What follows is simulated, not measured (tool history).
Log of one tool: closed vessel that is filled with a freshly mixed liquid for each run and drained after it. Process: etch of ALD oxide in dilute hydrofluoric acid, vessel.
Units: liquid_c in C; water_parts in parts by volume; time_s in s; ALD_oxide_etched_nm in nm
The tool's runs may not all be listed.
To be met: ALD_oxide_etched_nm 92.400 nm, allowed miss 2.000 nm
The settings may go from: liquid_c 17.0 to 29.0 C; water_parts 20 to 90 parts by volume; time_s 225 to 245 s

{"run": 1, "hour": 0.0, "liquid_c": 21.0, "water_parts": 50, "time_s": 225, "ALD_oxide_etched_nm": 69.494}
{"run": 2, "hour": 5.1, "liquid_c": 22.0, "water_parts": 50, "time_s": 225, "ALD_oxide_etched_nm": 72.754}
{"run": 3, "hour": 8.8, "liquid_c": 23.0, "water_parts": 50, "time_s": 225, "ALD_oxide_etched_nm": 74.731}
{"run": 4, "hour": 14.6, "liquid_c": 24.0, "water_parts": 50, "time_s": 225, "ALD_oxide_etched_nm": 78.753}
{"run": 5, "hour": 17.6, "liquid_c": 24.5, "water_parts": 50, "time_s": 225, "ALD_oxide_etched_nm": 79.236}
{"run": 6, "hour": 25.4, "liquid_c": 24.5, "water_parts": 35, "time_s": 225, "ALD_oxide_etched_nm": 117.12}
{"run": 7, "hour": 30.2, "liquid_c": 23.5, "water_parts": 35, "time_s": 225, "ALD_oxide_etched_nm": 112.76}
{"run": 8, "hour": 37.1, "liquid_c": 22.5, "water_parts": 35, "time_s": 225, "ALD_oxide_etched_nm": 108.0}
{"run": 9, "hour": 40.4, "liquid_c": 22.0, "water_parts": 35, "time_s": 225, "ALD_oxide_etched_nm": 105.21}
{"run": 10, "hour": 48.3, "liquid_c": 21.5, "water_parts": 35, "time_s": 225, "ALD_oxide_etched_nm": 102.12}

4 next moves are on the table. One of them brings every result within its allowed miss. Which?
{"run": "A", "hour": 56.2, "liquid_c": 21.5, "water_parts": 40, "time_s": 245, "ALD_oxide_etched_nm": "?"}
{"run": "B", "hour": 56.2, "liquid_c": 21.0, "water_parts": 40, "time_s": 225, "ALD_oxide_etched_nm": "?"}
{"run": "C", "hour": 56.2, "liquid_c": 20.0, "water_parts": 30, "time_s": 225, "ALD_oxide_etched_nm": "?"}
{"run": "D", "hour": 56.2, "liquid_c": 17.0, "water_parts": 35, "time_s": 245, "ALD_oxide_etched_nm": "?"}

move=A ALD_oxide_etched_nm=96.712
move=B ALD_oxide_etched_nm=86.955
move=C ALD_oxide_etched_nm=112.450
move=D ALD_oxide_etched_nm=91.583
A: nearer than the last run, and not there yet
B: takes the result that was furthest off past its target
C: further off than the last run
D: meets every target
Move D is the one to make.

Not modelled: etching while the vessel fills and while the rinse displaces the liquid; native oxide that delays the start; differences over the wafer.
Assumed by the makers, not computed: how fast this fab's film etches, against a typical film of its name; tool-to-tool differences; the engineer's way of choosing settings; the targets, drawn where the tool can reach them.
